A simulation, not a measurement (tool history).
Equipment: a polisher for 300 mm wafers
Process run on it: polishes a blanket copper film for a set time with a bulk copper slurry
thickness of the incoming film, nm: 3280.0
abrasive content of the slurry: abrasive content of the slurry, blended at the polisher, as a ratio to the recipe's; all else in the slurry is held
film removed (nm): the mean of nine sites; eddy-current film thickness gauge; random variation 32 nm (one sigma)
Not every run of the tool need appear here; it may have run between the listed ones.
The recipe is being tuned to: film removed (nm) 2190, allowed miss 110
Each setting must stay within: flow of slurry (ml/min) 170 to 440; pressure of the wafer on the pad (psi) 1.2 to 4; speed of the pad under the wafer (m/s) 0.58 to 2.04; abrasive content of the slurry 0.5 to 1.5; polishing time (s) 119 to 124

run    day  flow of slurry (ml/min)  pressure of the wafer on the pad (psi)  speed of the pad under the wafer (m/s)  abrasive content of the slurry  polishing time (s)  film removed (nm)
  1      0                      280                                     2.6                                     1.3                               1                 119               1277
  2  0.221                      280                                     2.6                                     1.3                            1.15                 119             1331.4
  3  0.333                      280                                       3                                    1.32                            1.15                 119             1543.1
  4    0.7                      215                                       3                                    1.32                            1.15                 119             1463.5
  5  0.754                      215                                       3                                    1.32                             1.3                 119             1572.5
  6  0.908                      220                                     3.3                                    1.34                             1.3                 119             1772.7
  7  1.033                      225                                     3.5                                    1.34                             1.3                 119             1829.4
  8  1.371                      225                                     3.6                                    1.36                             1.3                 119               1950
  9  1.592                      225                                     3.7                                    1.36                             1.3                 119             2042.3
 10  1.762                      225                                     3.8                                    1.36                             1.3                 119             2035.3

Which one of the following 5 next-run settings gets every result inside its allowed miss? There is exactly one.
  A  1.933                      230                                     3.9                                    1.46                            1.25                 119                  ?
  B  1.933                      220                                     3.5                                    1.28                             1.3                 119                  ?
  C  1.933                      280                                       4                                    1.28                            1.05                 119                  ?
  D  1.933                      225                                     3.6                                    1.32                            1.25                 124                  ?
  E  1.933                      230                                     3.4                                    1.48                            1.25                 120                  ?

move  film removed (nm)
   A               2259
   B             1800.3
   C             1970.4
   D             1968.5
   E             2018.4
A: every result within its allowed miss
B: its largest miss is bigger than the last run's
C: its largest miss is bigger than the last run's
D: its largest miss is bigger than the last run's
E: its largest miss is bigger than the last run's
The move that meets every target is A.
